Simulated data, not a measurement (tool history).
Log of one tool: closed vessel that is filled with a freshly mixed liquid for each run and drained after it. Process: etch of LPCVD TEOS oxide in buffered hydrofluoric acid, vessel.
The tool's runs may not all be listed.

run	hour	temperature setpoint of the liquid (C)	parts of 40 % ammonium fluoride to one part of 49 % hydrofluoric acid (parts by volume)	time in the liquid (s)	thickness taken off the LPCVD TEOS oxide on a monitor wafer (angstrom)
1	0	22	14	85	1000.4
2	4.2	22	16.5	85	853.45
3	11.9	20	16.5	85	760.3
4	14.2	18	16.5	85	676.24
5	16.9	20.5	16.5	85	782
6	19.1	22.5	16.5	85	873.22
7	21.7	24	16.5	85	958.47
8	30.1	25	16.5	85	1005.8
9	37.8	26	16.5	85	1050.8
10	42.9	27	16.5	85	1115
11	43.5	27.5	16.5	85	1149.6

Run 12 comes next. What will it give?
12	44.3	28	16.5	85	?

{"run 12": {"thickness taken off the LPCVD TEOS oxide on a monitor wafer (angstrom)": 1184.4}}

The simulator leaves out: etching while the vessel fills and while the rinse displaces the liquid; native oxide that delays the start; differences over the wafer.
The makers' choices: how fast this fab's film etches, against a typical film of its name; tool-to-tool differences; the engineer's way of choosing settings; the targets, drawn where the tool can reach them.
